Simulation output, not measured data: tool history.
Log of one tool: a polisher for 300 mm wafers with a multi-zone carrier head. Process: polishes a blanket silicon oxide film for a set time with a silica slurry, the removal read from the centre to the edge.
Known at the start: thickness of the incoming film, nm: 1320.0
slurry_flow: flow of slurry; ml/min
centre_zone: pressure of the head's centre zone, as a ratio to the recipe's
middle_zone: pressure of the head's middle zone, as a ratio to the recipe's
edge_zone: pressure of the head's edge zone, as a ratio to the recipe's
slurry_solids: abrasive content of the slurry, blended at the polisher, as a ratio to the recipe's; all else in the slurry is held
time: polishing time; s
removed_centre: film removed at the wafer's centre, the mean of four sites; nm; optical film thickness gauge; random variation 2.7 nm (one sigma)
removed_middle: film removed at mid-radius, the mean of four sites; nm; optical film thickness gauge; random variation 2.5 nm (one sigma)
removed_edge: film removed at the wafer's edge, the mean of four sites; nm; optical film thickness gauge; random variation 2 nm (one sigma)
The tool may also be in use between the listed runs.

run,hour,slurry_flow,centre_zone,middle_zone,edge_zone,slurry_solids,time,removed_centre,removed_middle,removed_edge
1,0,150,1,1,1,1,83,186.11,193.25,192.49
2,8.4,150,1,1,1,0.85,83,186.44,187.01,182.12
3,15.8,150,1,0.95,1,0.85,83,184.61,178.09,182.42
4,19.5,160,0.98,1,1.03,0.95,83,188.47,199.48,191.52
5,25.9,195,0.98,1,1.03,0.95,83,191.32,200.18,193.81
6,29.7,195,0.98,1,1.03,0.95,64,143.67,154.58,152.51
7,32.5,205,0.88,1.1,1.13,1.2,72,165.09,208.19,190.24

The next listed run, before its measurement:
8,36.2,195,0.81,1.08,1.18,1.45,77,?,?,?

{"run 8": {"removed_centre": 169.23, "removed_middle": 231.1, "removed_edge": 219.42}}
